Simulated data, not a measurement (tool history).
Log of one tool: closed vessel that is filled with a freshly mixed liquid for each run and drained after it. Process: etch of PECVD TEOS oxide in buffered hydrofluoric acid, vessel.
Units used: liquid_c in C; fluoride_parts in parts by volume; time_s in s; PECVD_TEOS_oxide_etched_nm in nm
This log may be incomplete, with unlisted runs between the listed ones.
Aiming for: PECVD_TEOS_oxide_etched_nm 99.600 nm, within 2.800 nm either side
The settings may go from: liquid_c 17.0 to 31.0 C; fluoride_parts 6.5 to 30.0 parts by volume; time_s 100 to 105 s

run 1 hour=0.0 | liquid_c=23.0 fluoride_parts=19.5 time_s=100 | PECVD_TEOS_oxide_etched_nm=72.528
run 2 hour=2.8 | liquid_c=23.0 fluoride_parts=23.5 time_s=100 | PECVD_TEOS_oxide_etched_nm=63.504
run 3 hour=7.2 | liquid_c=23.0 fluoride_parts=18.0 time_s=100 | PECVD_TEOS_oxide_etched_nm=79.091
run 4 hour=16.0 | liquid_c=23.0 fluoride_parts=23.5 time_s=100 | PECVD_TEOS_oxide_etched_nm=63.500
run 5 hour=22.8 | liquid_c=25.5 fluoride_parts=23.5 time_s=100 | PECVD_TEOS_oxide_etched_nm=73.654
run 6 hour=25.2 | liquid_c=25.5 fluoride_parts=23.5 time_s=100 | PECVD_TEOS_oxide_etched_nm=73.153
run 7 hour=32.5 | liquid_c=26.5 fluoride_parts=23.5 time_s=100 | PECVD_TEOS_oxide_etched_nm=77.146
run 8 hour=37.9 | liquid_c=27.5 fluoride_parts=23.5 time_s=100 | PECVD_TEOS_oxide_etched_nm=81.852
run 9 hour=42.6 | liquid_c=28.0 fluoride_parts=23.5 time_s=100 | PECVD_TEOS_oxide_etched_nm=82.865
run 10 hour=47.4 | liquid_c=28.5 fluoride_parts=23.5 time_s=100 | PECVD_TEOS_oxide_etched_nm=86.237
run 11 hour=54.6 | liquid_c=29.0 fluoride_parts=23.5 time_s=100 | PECVD_TEOS_oxide_etched_nm=88.198
run 12 hour=55.8 | liquid_c=29.5 fluoride_parts=23.5 time_s=100 | PECVD_TEOS_oxide_etched_nm=91.200
run 13 hour=59.1 | liquid_c=30.0 fluoride_parts=23.5 time_s=100 | PECVD_TEOS_oxide_etched_nm=94.340
run 14 hour=65.8 | liquid_c=30.5 fluoride_parts=23.5 time_s=100 | PECVD_TEOS_oxide_etched_nm=93.963

Below are 4 possible settings for the next run. Only one of them brings all results inside the allowed miss of their targets. Which is it?
run A hour=72.5 | liquid_c=26.5 fluoride_parts=20.0 time_s=100 | PECVD_TEOS_oxide_etched_nm=?
run B hour=72.5 | liquid_c=28.0 fluoride_parts=21.5 time_s=100 | PECVD_TEOS_oxide_etched_nm=?
run C hour=72.5 | liquid_c=31.0 fluoride_parts=27.0 time_s=100 | PECVD_TEOS_oxide_etched_nm=?
run D hour=72.5 | liquid_c=31.0 fluoride_parts=25.0 time_s=105 | PECVD_TEOS_oxide_etched_nm=?

move=A PECVD_TEOS_oxide_etched_nm=86.148
move=B PECVD_TEOS_oxide_etched_nm=88.854
move=C PECVD_TEOS_oxide_etched_nm=89.184
move=D PECVD_TEOS_oxide_etched_nm=98.680
A: the biggest miss grows against the last run
B: the biggest miss grows against the last run
C: the biggest miss grows against the last run
D: all results land within tolerance of their targets
The move that meets every target is D.
